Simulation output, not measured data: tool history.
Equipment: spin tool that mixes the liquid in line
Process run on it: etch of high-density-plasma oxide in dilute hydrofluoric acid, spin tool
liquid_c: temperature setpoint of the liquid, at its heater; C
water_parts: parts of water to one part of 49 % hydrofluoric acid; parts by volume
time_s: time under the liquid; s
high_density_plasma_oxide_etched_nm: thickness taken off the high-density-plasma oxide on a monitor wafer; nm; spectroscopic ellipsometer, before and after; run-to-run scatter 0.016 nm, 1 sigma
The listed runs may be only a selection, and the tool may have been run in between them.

run	hour	liquid_c	water_parts	time_s	high_density_plasma_oxide_etched_nm
1	0.0	26.0	210	80	3.6019
2	5.2	23.5	210	80	3.2869
3	8.3	23.5	160	80	4.4884
4	16.2	22.0	200	80	3.3002
5	17.6	22.0	200	80	3.2454
# hour 26.6: hydrofluoric acid flow meter replaced
6	26.6	21.0	225	80	2.5649
7	28.5	20.0	240	80	2.2794

Run 8 comes next. What will it give?
8	35.3	19.5	250	80	?

high_density_plasma_oxide_etched_nm: 2.1335 nm
